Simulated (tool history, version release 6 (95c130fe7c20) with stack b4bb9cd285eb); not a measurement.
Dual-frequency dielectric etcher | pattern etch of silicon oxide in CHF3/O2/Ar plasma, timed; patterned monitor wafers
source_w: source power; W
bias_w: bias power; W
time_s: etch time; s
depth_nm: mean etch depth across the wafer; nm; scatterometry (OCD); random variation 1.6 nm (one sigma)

run	day	source_w	bias_w	time_s	depth_nm
1	0	700	208	451.5	902.6
2	0.225	670	207	451.5	882.41
3	0.379	650	207	451.5	871.03
4	0.688	710	207	451.5	906.26
5	0.842	710	235	451.5	953.86
6	0.883	710	235	451.5	953.37
7	0.938	670	234	451.5	926.29
8	1.15	640	233	451.5	901.87
9	1.521	620	233	451.5	891.7
10	1.775	620	233	451.5	890.73
11	2.062	600	233	451.5	875.6
12	2.383	580	233	451.5	865.43

The next listed run, before its measurement:
13	2.575	560	233	451.5	?

depth_nm: 848.16 nm
